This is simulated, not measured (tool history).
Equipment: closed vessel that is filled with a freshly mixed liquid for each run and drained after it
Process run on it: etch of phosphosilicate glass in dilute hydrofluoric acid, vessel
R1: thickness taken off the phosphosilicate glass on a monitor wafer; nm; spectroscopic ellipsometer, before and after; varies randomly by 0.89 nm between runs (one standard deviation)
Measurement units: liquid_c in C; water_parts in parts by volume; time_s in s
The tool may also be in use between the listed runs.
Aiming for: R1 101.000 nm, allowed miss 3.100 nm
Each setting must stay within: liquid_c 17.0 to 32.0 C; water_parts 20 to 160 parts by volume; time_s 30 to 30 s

run 1 hour=0.0 | liquid_c=24.0 water_parts=90 time_s=30 | R1=42.789
run 2 hour=8.9 | liquid_c=25.0 water_parts=85 time_s=30 | R1=47.547
run 3 hour=11.3 | liquid_c=25.0 water_parts=85 time_s=30 | R1=47.126
run 4 hour=15.9 | liquid_c=25.0 water_parts=85 time_s=30 | R1=47.790
run 5 hour=16.6 | liquid_c=25.5 water_parts=80 time_s=30 | R1=52.345
run 6 hour=20.0 | liquid_c=25.5 water_parts=80 time_s=30 | R1=51.548
run 7 hour=24.5 | liquid_c=26.0 water_parts=75 time_s=30 | R1=57.126
run 8 hour=31.0 | liquid_c=26.5 water_parts=70 time_s=30 | R1=61.906
run 9 hour=37.7 | liquid_c=27.0 water_parts=70 time_s=30 | R1=62.748
run 10 hour=38.4 | liquid_c=27.5 water_parts=70 time_s=30 | R1=65.024
run 11 hour=39.1 | liquid_c=28.0 water_parts=70 time_s=30 | R1=66.822
run 12 hour=45.2 | liquid_c=28.5 water_parts=70 time_s=30 | R1=66.583
run 13 hour=52.8 | liquid_c=29.0 water_parts=70 time_s=30 | R1=68.836
run 14 hour=60.6 | liquid_c=29.5 water_parts=70 time_s=30 | R1=69.145
run 15 hour=62.4 | liquid_c=30.0 water_parts=70 time_s=30 | R1=71.408
run 16 hour=68.6 | liquid_c=31.0 water_parts=60 time_s=30 | R1=90.117

Exercise: of the 5 proposed moves below, exactly one satisfies all targets within the stated allowed misses. Which move is it?
run A hour=74.8 | liquid_c=31.5 water_parts=65 time_s=30 | R1=?
run B hour=74.8 | liquid_c=30.5 water_parts=50 time_s=30 | R1=?
run C hour=74.8 | liquid_c=30.0 water_parts=70 time_s=30 | R1=?
run D hour=74.8 | liquid_c=25.0 water_parts=40 time_s=30 | R1=?
run E hour=74.8 | liquid_c=29.5 water_parts=50 time_s=30 | R1=?

move=A R1=83.823
move=B R1=107.310
move=C R1=72.927
move=D R1=109.160
move=E R1=103.180
A: misses by more than the last run did
B: moves the result that the last run missed by most past its target, out the other side
C: misses by more than the last run did
D: moves the result that the last run missed by most past its target, out the other side
E: every result lands within tolerance
E is the move that brings every result within its allowed miss.
